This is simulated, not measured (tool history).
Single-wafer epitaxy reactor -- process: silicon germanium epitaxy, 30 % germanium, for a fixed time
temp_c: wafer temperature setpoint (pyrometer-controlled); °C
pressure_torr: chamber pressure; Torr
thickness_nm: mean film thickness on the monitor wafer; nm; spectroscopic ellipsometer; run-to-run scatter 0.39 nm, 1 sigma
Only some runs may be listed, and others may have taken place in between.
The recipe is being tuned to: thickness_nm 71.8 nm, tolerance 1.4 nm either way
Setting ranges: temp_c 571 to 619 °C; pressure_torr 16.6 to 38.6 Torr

run,hour,temp_c,pressure_torr,thickness_nm
1,0,595,27.6,61.539
2,5.6,595,32.1,65.749
3,14.4,585,32.1,53.293
4,20.2,588,32.2,56.679
5,21.6,593,32.2,63.389
6,23.1,594,32.2,64.231
7,27,595,32.2,65.635
8,32.4,596,32.2,67.075
9,33.2,596,32.2,67.322
10,41,597,32.2,68.489

Of the 5 settings listed for the next run, only one would bring every result within its allowed miss of target. Which one?
A,48.8,598,25.8,?
B,48.8,603,28.4,?
C,48.8,598,29.9,?
D,48.8,598,33.6,?
E,48.8,600,36.1,?

move,thickness_nm
A,64.983
B,74.818
C,68.799
D,71.988
E,77.18
A: misses by more than the last run did
B: moves the result that the last run missed by most past its target, out the other side
C: closes in on the targets versus the last run, not all within tolerance yet
D: each result inside its tolerance
E: moves the result that the last run missed by most past its target, out the other side
D is the move that brings every result within its allowed miss.

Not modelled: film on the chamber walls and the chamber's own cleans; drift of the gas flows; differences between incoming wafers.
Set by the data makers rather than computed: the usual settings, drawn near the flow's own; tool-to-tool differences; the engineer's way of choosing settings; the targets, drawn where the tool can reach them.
